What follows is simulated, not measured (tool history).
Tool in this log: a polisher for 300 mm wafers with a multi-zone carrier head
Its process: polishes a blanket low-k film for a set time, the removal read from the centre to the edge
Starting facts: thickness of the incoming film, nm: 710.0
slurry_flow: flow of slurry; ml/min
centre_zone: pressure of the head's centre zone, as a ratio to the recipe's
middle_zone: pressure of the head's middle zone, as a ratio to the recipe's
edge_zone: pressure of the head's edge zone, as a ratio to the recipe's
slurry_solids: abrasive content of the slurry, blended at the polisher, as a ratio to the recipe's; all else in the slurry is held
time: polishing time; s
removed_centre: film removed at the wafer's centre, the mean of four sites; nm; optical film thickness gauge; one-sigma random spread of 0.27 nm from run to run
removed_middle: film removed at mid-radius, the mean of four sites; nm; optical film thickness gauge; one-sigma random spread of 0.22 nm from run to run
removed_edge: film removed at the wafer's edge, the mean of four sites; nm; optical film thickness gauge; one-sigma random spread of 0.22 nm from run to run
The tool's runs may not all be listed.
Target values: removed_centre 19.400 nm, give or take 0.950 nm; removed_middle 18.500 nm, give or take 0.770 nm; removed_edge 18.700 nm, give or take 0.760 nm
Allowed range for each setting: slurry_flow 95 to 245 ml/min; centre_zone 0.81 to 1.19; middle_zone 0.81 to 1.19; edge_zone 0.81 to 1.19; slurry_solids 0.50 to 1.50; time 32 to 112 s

run	hour	slurry_flow	centre_zone	middle_zone	edge_zone	slurry_solids	time	removed_centre	removed_middle	removed_edge
1	0.0	155	1.00	1.00	1.00	1.00	72	26.205	25.929	26.399
2	6.8	130	1.00	1.00	1.00	1.00	72	25.358	25.180	25.392
3	14.6	130	1.00	0.95	1.00	1.00	72	24.970	23.646	26.177
4	16.1	125	1.00	0.96	0.98	0.90	71	23.173	22.207	23.695
5	20.7	125	1.00	0.96	0.98	1.00	71	24.257	23.648	24.843
6	28.7	120	1.00	0.95	0.95	0.90	71	23.607	22.317	23.409
7	29.5	115	0.99	0.95	0.93	0.80	71	21.437	20.563	21.421
8	33.2	115	0.99	0.95	0.91	0.75	71	20.276	19.915	20.658
9	39.7	115	1.00	0.95	0.89	0.75	71	20.726	19.911	20.738
10	42.3	115	1.01	0.95	0.88	0.70	71	20.121	19.491	19.440
11	50.8	115	1.01	0.94	0.87	0.70	71	20.602	19.124	19.803
12	54.5	115	1.01	0.94	0.86	0.70	71	20.328	19.186	19.550
13	55.8	115	1.01	0.94	0.85	0.70	71	19.984	19.390	19.253
14	61.2	115	1.01	0.93	0.85	0.70	71	20.457	18.879	19.595
15	62.4	115	1.01	0.93	0.84	0.70	71	20.890	19.486	19.269
16	63.5	105	0.97	0.90	0.84	0.65	71	18.461	17.305	18.814

Which one of the following 4 next-run settings gets every result inside its allowed miss? There is exactly one.
A	64.6	120	0.88	0.90	0.87	0.65	70	?	?	?
B	64.6	105	0.95	0.84	0.85	0.70	69	?	?	?
C	64.6	175	0.93	0.88	0.81	0.55	74	?	?	?
D	64.6	105	1.02	0.81	0.91	1.00	59	?	?	?

move	removed_centre	removed_middle	removed_edge
A	17.119	17.860	19.048
B	18.039	16.569	18.764
C	19.319	18.510	19.034
D	19.449	16.147	19.447
A: brings the last run's worst result on target, with another outside its allowed miss
B: misses by more than the last run did
C: all results land within tolerance of their targets
D: misses by more than the last run did
C is the move that brings every result within its allowed miss.
